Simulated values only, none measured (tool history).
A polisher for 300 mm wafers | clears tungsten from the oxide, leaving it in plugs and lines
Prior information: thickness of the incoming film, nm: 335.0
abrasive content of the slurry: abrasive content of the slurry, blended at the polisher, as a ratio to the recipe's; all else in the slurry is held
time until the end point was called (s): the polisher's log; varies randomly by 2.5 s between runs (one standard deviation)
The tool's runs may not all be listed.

run	day	flow of slurry (ml/min)	pressure of the wafer on the pad (kPa)	speed of the pad under the wafer (m/s)	abrasive content of the slurry	overpolish time after the end point (s)	time until the end point was called (s)
1	0	170	19.3	0.86	1	14	113.25
2	0.333	170	17.9	0.86	1	14	119.46
3	0.596	170	17.9	0.86	1.15	14	115.97
4	0.738	170	16.5	0.86	1.15	14	123.9
# day 1.067: slurry tank refilled with fresh slurry and peroxide
5	1.067	135	16.5	0.86	1.15	14	106.89
6	1.383	150	15.9	0.86	1.15	14	107.79
7	1.738	165	15.2	0.84	1.15	14	116.19
8	2.088	165	15.2	0.84	1.15	14	113.52
9	2.258	175	15.2	0.78	1.15	14	122.4

For run 10, what comes out?
10	2.483	185	14.5	0.74	1.15	14	?

Run 10 gave time until the end point was called (s) 131.63.
